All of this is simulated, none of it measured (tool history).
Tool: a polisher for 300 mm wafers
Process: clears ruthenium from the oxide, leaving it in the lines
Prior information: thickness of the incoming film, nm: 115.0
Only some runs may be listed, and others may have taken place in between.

run  hour  flow of slurry (ml/min)  pressure of the wafer on the pad (kPa)  speed of the pad under the wafer (cm/s)  overpolish time after the end point (s)  time until the end point was called (s)
  1   0.0                      185                                    15.2                                       96                                       29                                   85.150
  2   6.1                      185                                    15.2                                       72                                       29                                  115.060
  3  13.7                      185                                    15.2                                       82                                       29                                  101.040
  4  18.9                      185                                    13.1                                       82                                       29                                  110.450
  5  22.7                      185                                    13.1                                       82                                       29                                  110.760
  6  29.6                      185                                    15.9                                       82                                       29                                   97.414
  7  35.7                      185                                    13.1                                       80                                       29                                  109.680
  8  40.9                      185                                    11.0                                       76                                       29                                  129.990

What does the tool deliver on the next run?
  9  43.0                      185                                    10.3                                       76                                       29                                        ?

time until the end point was called (s): 139.050
